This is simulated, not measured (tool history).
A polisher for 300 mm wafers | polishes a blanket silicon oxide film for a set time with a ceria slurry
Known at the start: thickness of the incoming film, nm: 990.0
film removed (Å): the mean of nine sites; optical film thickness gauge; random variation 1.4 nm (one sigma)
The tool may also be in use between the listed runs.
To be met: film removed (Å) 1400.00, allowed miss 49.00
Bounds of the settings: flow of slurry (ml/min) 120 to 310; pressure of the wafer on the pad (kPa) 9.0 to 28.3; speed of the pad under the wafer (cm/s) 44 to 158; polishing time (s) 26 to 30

run	hour	flow of slurry (ml/min)	pressure of the wafer on the pad (kPa)	speed of the pad under the wafer (cm/s)	polishing time (s)	film removed (Å)
1	0.0	200	18.6	100	30	1085.90
2	6.8	200	19.3	100	30	1138.90
3	14.2	245	19.3	100	30	1166.30
4	19.5	245	19.3	80	30	977.45
5	22.3	245	20.7	80	30	1045.40
6	29.5	245	21.4	80	30	1058.70
7	33.4	245	22.8	80	30	1138.40
8	41.2	245	23.4	80	30	1155.80
9	44.9	245	24.1	80	30	1192.90
10	48.9	245	24.8	80	30	1229.80
11	49.8	245	24.8	80	30	1218.30
12	57.7	250	25.5	80	30	1277.70
13	59.7	255	25.5	80	30	1237.60
14	63.2	255	26.2	80	30	1287.10
15	65.7	255	26.9	80	30	1350.20
16	71.2	255	26.9	80	30	1326.40

5 next moves are on the table. One of them brings every result within its allowed miss. Which?
A	76.7	265	26.9	84	30	?
B	76.7	255	26.2	70	30	?
C	76.7	270	28.3	86	30	?
D	76.7	225	28.3	88	30	?
E	76.7	280	23.4	94	29	?

move	film removed (Å)
A	1382.60
B	1173.00
C	1477.00
D	1472.30
E	1293.90
A: meets every target
B: further off than the last run
C: takes the result that was furthest off past its target
D: takes the result that was furthest off past its target
E: further off than the last run
The right move is A.
